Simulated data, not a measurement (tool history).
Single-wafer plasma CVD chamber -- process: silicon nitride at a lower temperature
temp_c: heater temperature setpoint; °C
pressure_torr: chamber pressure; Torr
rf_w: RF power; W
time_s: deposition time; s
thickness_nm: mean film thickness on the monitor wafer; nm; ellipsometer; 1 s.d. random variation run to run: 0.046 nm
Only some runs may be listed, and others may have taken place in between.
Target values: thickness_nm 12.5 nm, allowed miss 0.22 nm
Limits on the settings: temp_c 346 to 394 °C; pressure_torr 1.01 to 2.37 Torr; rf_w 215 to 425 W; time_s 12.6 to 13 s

{"run": 1, "hour": 0.0, "temp_c": 370, "pressure_torr": 1.69, "rf_w": 320, "time_s": 12.6, "thickness_nm": 15.981}
{"run": 2, "hour": 8.3, "temp_c": 370, "pressure_torr": 1.49, "rf_w": 295, "time_s": 12.6, "thickness_nm": 14.355}
{"run": 3, "hour": 11.0, "temp_c": 370, "pressure_torr": 1.34, "rf_w": 290, "time_s": 12.6, "thickness_nm": 13.735}
{"run": 4, "hour": 14.1, "temp_c": 370, "pressure_torr": 1.24, "rf_w": 285, "time_s": 12.6, "thickness_nm": 13.209}
{"run": 5, "hour": 20.8, "temp_c": 370, "pressure_torr": 1.07, "rf_w": 285, "time_s": 12.6, "thickness_nm": 12.799}
{"run": 6, "hour": 25.7, "temp_c": 361, "pressure_torr": 1.07, "rf_w": 285, "time_s": 12.6, "thickness_nm": 12.816}
{"run": 7, "hour": 26.4, "temp_c": 361, "pressure_torr": 1.05, "rf_w": 285, "time_s": 12.6, "thickness_nm": 12.79}
{"run": 8, "hour": 34.5, "temp_c": 361, "pressure_torr": 1.01, "rf_w": 275, "time_s": 12.6, "thickness_nm": 12.135}

5 next moves are on the table. One of them brings every result within its allowed miss. Which?
{"run": "A", "hour": 42.6, "temp_c": 364, "pressure_torr": 1.01, "rf_w": 270, "time_s": 12.6, "thickness_nm": "?"}
{"run": "B", "hour": 42.6, "temp_c": 368, "pressure_torr": 1.01, "rf_w": 285, "time_s": 12.6, "thickness_nm": "?"}
{"run": "C", "hour": 42.6, "temp_c": 363, "pressure_torr": 1.11, "rf_w": 255, "time_s": 13, "thickness_nm": "?"}
{"run": "D", "hour": 42.6, "temp_c": 360, "pressure_torr": 1.07, "rf_w": 265, "time_s": 12.6, "thickness_nm": "?"}
{"run": "E", "hour": 42.6, "temp_c": 360, "pressure_torr": 1.09, "rf_w": 255, "time_s": 12.6, "thickness_nm": "?"}

move=A thickness_nm=11.877
move=B thickness_nm=12.594
move=C thickness_nm=11.742
move=D thickness_nm=11.815
move=E thickness_nm=11.344
A: misses by more than the last run did
B: hits every target within its allowed miss
C: misses by more than the last run did
D: misses by more than the last run did
E: misses by more than the last run did
Move B is the one to make.
